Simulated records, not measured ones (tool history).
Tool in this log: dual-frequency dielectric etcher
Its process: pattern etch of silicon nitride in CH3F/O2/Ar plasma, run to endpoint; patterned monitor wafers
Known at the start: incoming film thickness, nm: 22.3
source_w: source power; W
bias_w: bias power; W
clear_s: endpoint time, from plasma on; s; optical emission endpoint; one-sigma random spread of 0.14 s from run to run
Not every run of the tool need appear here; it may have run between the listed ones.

run 1 hour=0.0 | source_w=510 bias_w=77 | clear_s=29.605
run 2 hour=6.0 | source_w=600 bias_w=77 | clear_s=27.859
run 3 hour=13.3 | source_w=690 bias_w=77 | clear_s=26.196
run 4 hour=14.7 | source_w=690 bias_w=65 | clear_s=27.751
run 5 hour=21.4 | source_w=690 bias_w=53 | clear_s=29.674
run 6 hour=26.3 | source_w=690 bias_w=48 | clear_s=30.304
run 7 hour=28.6 | source_w=640 bias_w=48 | clear_s=31.586

Run 8 is up next; what results do you expect?
run 8 hour=31.0 | source_w=610 bias_w=48 | clear_s=?

clear_s: 32.096 s

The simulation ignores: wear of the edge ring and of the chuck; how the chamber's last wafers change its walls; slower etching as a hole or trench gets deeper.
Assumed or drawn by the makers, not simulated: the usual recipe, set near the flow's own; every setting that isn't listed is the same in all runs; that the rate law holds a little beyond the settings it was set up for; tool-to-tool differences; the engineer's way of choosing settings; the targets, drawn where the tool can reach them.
